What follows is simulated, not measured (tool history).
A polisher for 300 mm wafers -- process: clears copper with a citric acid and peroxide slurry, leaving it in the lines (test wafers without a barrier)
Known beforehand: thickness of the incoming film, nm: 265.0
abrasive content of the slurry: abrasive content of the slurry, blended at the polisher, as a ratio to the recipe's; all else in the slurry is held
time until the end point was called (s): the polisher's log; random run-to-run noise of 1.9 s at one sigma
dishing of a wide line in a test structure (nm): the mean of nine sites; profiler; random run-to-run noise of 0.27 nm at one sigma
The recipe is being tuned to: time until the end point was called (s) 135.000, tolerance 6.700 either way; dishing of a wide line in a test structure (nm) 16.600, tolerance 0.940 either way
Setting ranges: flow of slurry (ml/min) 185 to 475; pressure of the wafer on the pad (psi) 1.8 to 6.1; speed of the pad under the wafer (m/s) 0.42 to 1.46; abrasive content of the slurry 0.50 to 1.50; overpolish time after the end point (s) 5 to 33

run    day  flow of slurry (ml/min)  pressure of the wafer on the pad (psi)  speed of the pad under the wafer (m/s)  abrasive content of the slurry  overpolish time after the end point (s)  time until the end point was called (s)  dishing of a wide line in a test structure (nm)
  1  0.000                      305                                     3.9                                    0.94                            1.00                                       17                                   89.333                                           28.834
  2  0.067                      305                                     3.9                                    0.94                            0.90                                       17                                   94.645                                           28.281
  3  0.125                      305                                     3.7                                    0.94                            0.90                                       17                                  100.010                                           26.314
  4  0.258                      305                                     3.7                                    0.94                            0.90                                       13                                  100.890                                           20.999
  5  0.588                      305                                     3.6                                    0.94                            0.90                                       13                                  101.370                                           19.742
  6  0.717                      305                                     3.5                                    0.94                            0.90                                       13                                  103.600                                           19.927
  7  1.021                      305                                     3.4                                    0.94                            0.90                                       13                                  107.580                                           19.198
  8  1.221                      305                                     3.3                                    0.94                            0.90                                       13                                  111.660                                           18.099
  9  1.475                      305                                     3.2                                    0.94                            0.90                                       13                                  113.920                                           18.014
 10  1.821                      305                                     3.1                                    0.94                            0.90                                       13                                  118.720                                           17.817
 11  2.158                      305                                     2.9                                    0.94                            0.90                                       13                                  122.540                                           16.149

Which one of the following 4 next-run settings gets every result inside its allowed miss? There is exactly one.
  A  2.496                      290                                     2.9                                    0.88                            0.80                                       14                                        ?                                                ?
  B  2.496                      295                                     2.8                                    0.90                            0.95                                       12                                        ?                                                ?
  C  2.496                      275                                     2.6                                    0.94                            0.95                                       16                                        ?                                                ?
  D  2.496                      350                                     2.8                                    0.88                            0.95                                       16                                        ?                                                ?

move  time until the end point was called (s)  dishing of a wide line in a test structure (nm)
   A                                  136.560                                           15.934
   B                                  132.610                                           14.152
   C                                  137.230                                           17.916
   D                                  133.920                                           18.369
A: in spec on every target
B: the worst result of the last run now meets its target, but another is out of spec
C: the worst result of the last run now meets its target, but another is out of spec
D: the worst result of the last run now meets its target, but another is out of spec
Answer: A

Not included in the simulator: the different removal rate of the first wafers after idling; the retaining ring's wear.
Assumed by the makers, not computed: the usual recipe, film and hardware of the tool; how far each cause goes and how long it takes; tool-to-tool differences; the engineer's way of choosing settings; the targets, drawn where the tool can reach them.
